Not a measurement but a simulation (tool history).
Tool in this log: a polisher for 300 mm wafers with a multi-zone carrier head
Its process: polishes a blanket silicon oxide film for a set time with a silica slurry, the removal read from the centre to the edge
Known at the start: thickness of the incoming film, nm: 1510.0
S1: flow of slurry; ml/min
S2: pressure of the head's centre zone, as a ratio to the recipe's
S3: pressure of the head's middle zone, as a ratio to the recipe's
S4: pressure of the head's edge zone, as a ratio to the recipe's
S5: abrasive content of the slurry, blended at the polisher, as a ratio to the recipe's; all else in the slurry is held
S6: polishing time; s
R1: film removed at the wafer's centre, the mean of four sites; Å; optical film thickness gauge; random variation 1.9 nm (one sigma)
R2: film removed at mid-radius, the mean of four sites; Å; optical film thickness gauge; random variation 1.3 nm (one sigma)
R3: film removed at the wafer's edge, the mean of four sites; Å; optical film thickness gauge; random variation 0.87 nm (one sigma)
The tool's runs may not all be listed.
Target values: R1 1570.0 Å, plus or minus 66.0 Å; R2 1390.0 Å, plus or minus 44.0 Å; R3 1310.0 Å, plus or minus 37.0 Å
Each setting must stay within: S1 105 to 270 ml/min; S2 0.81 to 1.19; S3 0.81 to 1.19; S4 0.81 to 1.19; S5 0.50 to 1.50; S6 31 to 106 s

run 1 hour=0.0 | S1=175 S2=1.00 S3=1.00 S4=1.00 S5=1.00 S6=68 | R1=1254.5 R2=1231.1 R3=1228.5
run 2 hour=8.7 | S1=145 S2=1.00 S3=1.00 S4=1.00 S5=1.00 S6=68 | R1=1185.3 R2=1209.5 R3=1225.0
run 3 hour=17.5 | S1=125 S2=1.00 S3=1.00 S4=1.00 S5=1.00 S6=68 | R1=1150.5 R2=1173.4 R3=1192.4
run 4 hour=22.7 | S1=125 S2=1.00 S3=0.92 S4=1.00 S5=1.00 S6=68 | R1=1140.8 R2=1108.5 R3=1176.4
run 5 hour=27.5 | S1=125 S2=1.06 S3=0.92 S4=1.00 S5=1.00 S6=68 | R1=1217.8 R2=1099.1 R3=1196.5
run 6 hour=36.1 | S1=125 S2=1.06 S3=0.92 S4=0.92 S5=1.00 S6=68 | R1=1219.6 R2=1115.3 R3=1144.9
run 7 hour=42.1 | S1=145 S2=1.07 S3=0.95 S4=0.93 S5=1.00 S6=68 | R1=1248.0 R2=1176.5 R3=1188.3
run 8 hour=42.8 | S1=165 S2=1.10 S3=0.96 S4=0.92 S5=1.00 S6=68 | R1=1329.5 R2=1187.8 R3=1183.6
run 9 hour=43.9 | S1=180 S2=1.11 S3=0.99 S4=0.93 S5=1.00 S6=68 | R1=1368.9 R2=1240.5 R3=1197.0
run 10 hour=44.8 | S1=180 S2=1.11 S3=0.99 S4=0.93 S5=1.00 S6=68 | R1=1354.6 R2=1255.3 R3=1195.8

Exactly one of the 4 candidate moves below puts every result within its allowed miss. Which one?
run A hour=45.7 | S1=150 S2=1.17 S3=1.00 S4=0.90 S5=1.10 S6=74 | R1=? R2=? R3=?
run B hour=45.7 | S1=230 S2=1.19 S3=1.09 S4=0.81 S5=0.95 S6=66 | R1=? R2=? R3=?
run C hour=45.7 | S1=105 S2=1.07 S3=1.02 S4=0.98 S5=1.30 S6=72 | R1=? R2=? R3=?
run D hour=45.7 | S1=110 S2=0.84 S3=0.97 S4=1.11 S5=0.90 S6=83 | R1=? R2=? R3=?

move=A R1=1565.4 R2=1380.6 R3=1314.5
move=B R1=1416.6 R2=1309.9 R3=1088.0
move=C R1=1389.1 R2=1375.6 R3=1365.7
move=D R1=1071.4 R2=1298.7 R3=1424.9
A: all results in spec
B: the biggest miss grows against the last run
C: closer than the last run, but not yet in spec
D: the biggest miss grows against the last run
The move that meets every target is A.
